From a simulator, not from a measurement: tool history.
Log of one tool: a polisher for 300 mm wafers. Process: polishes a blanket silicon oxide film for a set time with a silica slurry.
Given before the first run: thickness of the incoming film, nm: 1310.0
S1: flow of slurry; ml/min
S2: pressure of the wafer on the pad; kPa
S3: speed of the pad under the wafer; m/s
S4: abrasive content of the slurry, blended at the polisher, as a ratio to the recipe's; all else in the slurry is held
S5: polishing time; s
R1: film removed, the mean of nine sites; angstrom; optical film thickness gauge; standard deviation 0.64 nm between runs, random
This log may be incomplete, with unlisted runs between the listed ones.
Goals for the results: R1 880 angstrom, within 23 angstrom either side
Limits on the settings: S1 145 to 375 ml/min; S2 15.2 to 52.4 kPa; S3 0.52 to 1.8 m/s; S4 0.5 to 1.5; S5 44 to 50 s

run,hour,S1,S2,S3,S4,S5,R1
1,0,240,33.8,1.16,1,50,1360
2,2.2,240,31,1.16,1,50,1301.9
3,5.8,235,26.9,1.16,1,50,1155.6
4,9.1,230,24.1,1.16,1,50,1058.1
5,13.3,225,22.8,1.16,1,50,1002.1
6,15.2,215,22.1,1.16,1,50,991.92
7,22.8,215,20.7,1.16,1,50,928.44
# hour 31.2: conditioning disc replaced and pad reconditioned
8,31.2,205,20.7,1.16,1,50,1236.5
9,35.8,205,20.7,1.16,1,50,1222.8
10,39.8,215,20.7,1.16,1,50,1241.2
11,42.2,250,20,1.16,1,50,1198.4
12,49.6,225,18.6,1.14,1,50,1116.8
13,52.1,215,17.9,1.02,1,50,977.59
14,55.7,215,17.2,0.98,1,50,900.3

Which one of the following 4 next-run settings gets every result inside its allowed miss? There is exactly one.
A,59.3,185,19.3,1.02,1,47,?
B,59.3,200,20,1.02,1,44,?
C,59.3,160,17.9,0.9,1.05,50,?
D,59.3,260,20.7,0.98,0.95,44,?

move,R1
A,964.28
B,942.1
C,876.78
D,934.37
A: its largest miss is bigger than the last run's
B: its largest miss is bigger than the last run's
C: every result within its allowed miss
D: its largest miss is bigger than the last run's
C meets every target.
